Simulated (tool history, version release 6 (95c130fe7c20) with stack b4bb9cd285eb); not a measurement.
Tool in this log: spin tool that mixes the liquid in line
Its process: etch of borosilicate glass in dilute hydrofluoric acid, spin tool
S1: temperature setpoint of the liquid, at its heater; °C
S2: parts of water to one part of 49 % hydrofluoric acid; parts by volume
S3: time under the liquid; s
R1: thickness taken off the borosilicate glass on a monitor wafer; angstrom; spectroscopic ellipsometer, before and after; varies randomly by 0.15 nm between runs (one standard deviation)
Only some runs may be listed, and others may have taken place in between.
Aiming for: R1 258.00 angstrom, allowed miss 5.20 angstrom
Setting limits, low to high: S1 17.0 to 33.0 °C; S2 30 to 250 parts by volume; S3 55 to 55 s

run	hour	S1	S2	S3	R1
1	0.0	25.0	140	55	130.39
2	4.5	26.5	130	55	152.04
3	6.1	28.5	130	55	162.03
4	10.7	29.5	125	55	177.25
5	13.7	30.0	120	55	189.26
6	16.1	30.5	115	55	202.85
7	24.8	31.0	110	55	217.32
8	27.5	31.0	110	55	217.24
9	33.4	31.5	110	55	221.43
10	37.9	32.0	110	55	225.71
11	40.1	32.5	105	55	242.18

Pick the move, out of 5, that brings all results within their allowed miss; only one does.
A	42.3	31.5	105	55	?
B	42.3	33.0	105	55	?
C	42.3	32.5	100	55	?
D	42.3	32.0	105	55	?
E	42.3	32.5	110	55	?

move	R1
A	231.50
B	244.54
C	254.03
D	235.78
E	227.53
A: misses by more than the last run did
B: gains on the last run, yet a result remains outside its allowed miss
C: all results land within tolerance of their targets
D: misses by more than the last run did
E: misses by more than the last run did
Correct choice: C, which meets every target
